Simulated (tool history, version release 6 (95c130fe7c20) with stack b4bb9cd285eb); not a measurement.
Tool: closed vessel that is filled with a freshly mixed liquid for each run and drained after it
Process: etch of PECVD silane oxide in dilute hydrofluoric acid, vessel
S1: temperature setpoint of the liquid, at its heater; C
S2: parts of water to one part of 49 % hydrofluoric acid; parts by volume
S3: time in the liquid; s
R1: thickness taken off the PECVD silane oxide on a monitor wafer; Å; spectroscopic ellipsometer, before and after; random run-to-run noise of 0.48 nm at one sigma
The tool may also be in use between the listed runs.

| run | hour | S1 | S2 | S3 | R1 |
|---|---|---|---|---|---|
| 1 | 0.0 | 21.0 | 125 | 135 | 190.98 |
| 2 | 8.1 | 22.5 | 105 | 135 | 250.28 |
| 3 | 11.0 | 22.5 | 75 | 135 | 360.79 |
| 4 | 15.0 | 22.5 | 75 | 135 | 360.04 |
| 5 | 21.5 | 24.0 | 70 | 135 | 414.84 |
| 6 | 24.0 | 24.0 | 95 | 135 | 297.33 |
| 7 | 25.8 | 25.0 | 85 | 135 | 347.72 |
| 8 | 26.7 | 26.0 | 80 | 135 | 390.21 |

The next listed run, before its measurement:
| 9 | 28.7 | 26.5 | 75 | 135 | ? |

Logged for run 9: R1 421.70 Å.

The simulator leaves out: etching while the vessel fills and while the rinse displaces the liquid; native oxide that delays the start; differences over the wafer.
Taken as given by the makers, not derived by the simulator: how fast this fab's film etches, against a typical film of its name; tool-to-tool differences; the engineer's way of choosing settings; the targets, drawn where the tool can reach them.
